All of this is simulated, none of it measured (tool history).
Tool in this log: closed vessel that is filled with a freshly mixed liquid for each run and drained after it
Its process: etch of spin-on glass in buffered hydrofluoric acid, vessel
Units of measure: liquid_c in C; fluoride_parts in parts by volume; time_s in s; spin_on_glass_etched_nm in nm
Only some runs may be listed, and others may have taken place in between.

run 1 hour=0.0 | liquid_c=24.0 fluoride_parts=20 time_s=100 | spin_on_glass_etched_nm=95.951
run 2 hour=3.2 | liquid_c=21.5 fluoride_parts=20 time_s=100 | spin_on_glass_etched_nm=82.811
run 3 hour=4.3 | liquid_c=21.5 fluoride_parts=20 time_s=105 | spin_on_glass_etched_nm=88.289
run 4 hour=10.9 | liquid_c=23.0 fluoride_parts=20 time_s=105 | spin_on_glass_etched_nm=95.398
run 5 hour=12.3 | liquid_c=24.0 fluoride_parts=20 time_s=105 | spin_on_glass_etched_nm=100.310
run 6 hour=15.2 | liquid_c=24.0 fluoride_parts=20 time_s=100 | spin_on_glass_etched_nm=95.547

Predict the results of run 7:
-- hour=18.2 thermometer replaced
run 7 hour=18.2 | liquid_c=25.0 fluoride_parts=20 time_s=100 | spin_on_glass_etched_nm=?

{"run 7": {"spin_on_glass_etched_nm": 110.99}}
